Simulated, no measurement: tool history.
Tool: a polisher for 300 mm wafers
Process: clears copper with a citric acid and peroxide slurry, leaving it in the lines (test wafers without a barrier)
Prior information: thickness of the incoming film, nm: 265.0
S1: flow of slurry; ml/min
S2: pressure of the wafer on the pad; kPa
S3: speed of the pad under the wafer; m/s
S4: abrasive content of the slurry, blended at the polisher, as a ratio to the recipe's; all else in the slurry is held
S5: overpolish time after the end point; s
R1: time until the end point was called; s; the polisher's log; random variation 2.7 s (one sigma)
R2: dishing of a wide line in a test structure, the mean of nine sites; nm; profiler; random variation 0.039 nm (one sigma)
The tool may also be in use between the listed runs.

Run 1, hour 0.0: S1 140 ml/min, S2 16.5 kPa, S3 1.42 m/s, S4 1.00, S5 9 s. Result: R1 107.21 s, R2 17.4740 nm.
Run 2, hour 4.4: S1 145 ml/min, S2 14.5 kPa, S3 1.20 m/s, S4 0.90, S5 7 s. Result: R1 139.47 s, R2 10.7550 nm.
Run 3, hour 10.8: S1 145 ml/min, S2 14.5 kPa, S3 0.86 m/s, S4 0.90, S5 7 s. Result: R1 174.74 s, R2 8.7539 nm.
Run 4, hour 12.1: S1 175 ml/min, S2 14.5 kPa, S3 0.86 m/s, S4 0.90, S5 7 s. Result: R1 170.76 s, R2 9.0727 nm.
Run 5, hour 17.0: S1 175 ml/min, S2 14.5 kPa, S3 0.64 m/s, S4 0.90, S5 7 s. Result: R1 196.81 s, R2 7.6536 nm.
Run 6, hour 18.6: S1 175 ml/min, S2 12.4 kPa, S3 0.64 m/s, S4 0.85, S5 6 s. Result: R1 229.56 s, R2 5.7576 nm.
Run 7, hour 25.6: S1 175 ml/min, S2 12.4 kPa, S3 0.64 m/s, S4 0.85, S5 6 s. Result: R1 232.34 s, R2 5.7284 nm.
Run 8, hour 26.4: S1 175 ml/min, S2 11.7 kPa, S3 0.64 m/s, S4 0.85, S5 6 s. Result: R1 241.77 s, R2 5.4168 nm.

The next listed run, before its measurement:
Run 9, hour 32.7: S1 175 ml/min, S2 11.7 kPa, S3 0.64 m/s, S4 0.85, S5 6 s. Result: R1 ?, R2 ?.

R1: 243.03 s
R2: 5.5498 nm
